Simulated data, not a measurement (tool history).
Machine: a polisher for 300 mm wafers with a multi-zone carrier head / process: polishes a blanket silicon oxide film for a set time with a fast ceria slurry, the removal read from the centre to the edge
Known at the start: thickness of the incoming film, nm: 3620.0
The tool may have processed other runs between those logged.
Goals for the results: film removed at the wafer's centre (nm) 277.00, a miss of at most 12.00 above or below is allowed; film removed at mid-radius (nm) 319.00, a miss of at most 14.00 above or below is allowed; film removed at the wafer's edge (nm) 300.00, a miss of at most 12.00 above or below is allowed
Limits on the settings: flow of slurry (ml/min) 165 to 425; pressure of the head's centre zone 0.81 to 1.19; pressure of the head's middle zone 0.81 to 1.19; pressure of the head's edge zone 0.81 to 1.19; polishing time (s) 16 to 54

run	hour	flow of slurry (ml/min)	pressure of the head's centre zone	pressure of the head's middle zone	pressure of the head's edge zone	polishing time (s)	film removed at the wafer's centre (nm)	film removed at mid-radius (nm)	film removed at the wafer's edge (nm)
1	0.0	275	1.00	1.00	1.00	35	497.31	489.61	487.30
2	8.6	270	0.96	1.00	0.97	31	416.04	441.25	420.95
3	10.8	265	0.93	0.98	0.95	29	377.95	408.86	400.30
4	14.5	265	0.93	0.98	0.88	29	373.06	403.42	390.13
5	22.0	265	1.01	0.98	0.88	29	415.77	396.63	393.28
6	29.8	265	1.06	0.98	0.88	29	439.50	404.22	387.82
7	32.2	260	1.02	0.99	0.88	27	387.78	370.44	361.36
8	36.1	250	0.99	1.00	0.87	26	357.50	361.04	349.35
# hour 42.8: worn pad replaced by a new one
9	42.8	240	0.97	1.01	0.86	25	367.50	375.67	359.55
10	44.7	270	0.95	1.00	0.85	24	343.83	364.42	342.27
11	52.9	270	0.85	0.96	0.82	20	259.51	294.75	287.09
12	54.6	270	0.86	0.97	0.83	20	264.41	295.37	280.55
13	61.1	265	0.86	0.98	0.84	20	259.21	296.12	286.54
14	67.2	265	0.87	0.99	0.84	20	262.96	294.04	285.53
15	72.0	265	0.87	1.00	0.84	20	269.80	301.85	287.41
16	79.2	260	0.87	1.01	0.84	20	265.42	300.50	287.17
17	84.4	260	0.87	1.02	0.84	20	261.84	307.14	284.09
18	90.2	260	0.87	1.02	0.84	20	258.15	303.53	288.25
19	92.2	260	0.88	1.02	0.84	20	264.77	307.29	279.27
20	100.3	275	0.88	1.02	0.91	22	294.68	335.80	324.22
21	104.0	265	0.88	1.02	0.89	22	301.33	345.61	322.06
22	111.4	260	0.85	0.99	0.87	19	244.79	288.27	277.80
23	112.0	280	0.85	1.00	0.88	19	245.04	288.83	269.00
24	115.6	265	0.86	1.02	0.88	19	256.27	290.66	283.07
25	118.2	265	0.87	1.04	0.88	19	253.91	294.84	277.49

5 candidate next runs follow, results not yet known. Just one meets every target within its allowed miss. Identify it.
A	120.8	305	0.87	1.00	0.85	21	?	?	?
B	120.8	285	0.86	1.01	0.88	18	?	?	?
C	120.8	210	0.85	0.98	0.96	20	?	?	?
D	120.8	320	0.83	1.14	0.81	19	?	?	?
E	120.8	415	0.92	1.08	0.81	18	?	?	?

move	film removed at the wafer's centre (nm)	film removed at mid-radius (nm)	film removed at the wafer's edge (nm)
A	278.34	319.39	306.80
B	234.32	274.01	265.44
C	248.98	289.67	299.05
D	241.38	317.44	272.83
E	259.00	295.11	262.46
A: all results land within tolerance of their targets
B: misses by more than the last run did
C: misses by more than the last run did
D: misses by more than the last run did
E: misses by more than the last run did
Answer: A

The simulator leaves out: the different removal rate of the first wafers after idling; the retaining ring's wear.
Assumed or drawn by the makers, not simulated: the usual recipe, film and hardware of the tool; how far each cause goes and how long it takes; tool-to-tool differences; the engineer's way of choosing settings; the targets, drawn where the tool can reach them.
